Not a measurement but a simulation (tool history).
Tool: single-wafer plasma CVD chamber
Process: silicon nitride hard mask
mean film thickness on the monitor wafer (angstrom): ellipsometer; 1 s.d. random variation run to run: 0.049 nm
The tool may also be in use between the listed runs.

run	day	heater temperature setpoint (K)	chamber pressure (Torr)	RF power (W)	deposition time (s)	mean film thickness on the monitor wafer (angstrom)
1	0.000	688.15	1.26	225	22.3	194.92
2	0.100	688.15	1.14	225	22.3	187.48
3	0.175	688.15	1.22	225	22.3	192.48
4	0.542	688.15	1.13	225	22.3	186.29
5	0.600	688.15	1.13	225	21.2	176.54
6	0.754	679.15	1.13	225	21.2	177.10
# day 0.917: thermocouple changed; heater temperature recalibrated
7	0.917	679.15	1.38	260	21.4	222.09
8	1.221	679.15	1.39	260	21.4	221.99
9	1.529	679.15	1.40	260	21.4	222.82
10	1.846	679.15	1.41	260	21.4	223.98

What does the tool deliver on the next run?
11	2.012	679.15	1.42	260	21.4	?

{"run 11": {"mean film thickness on the monitor wafer (angstrom)": 223.9}}
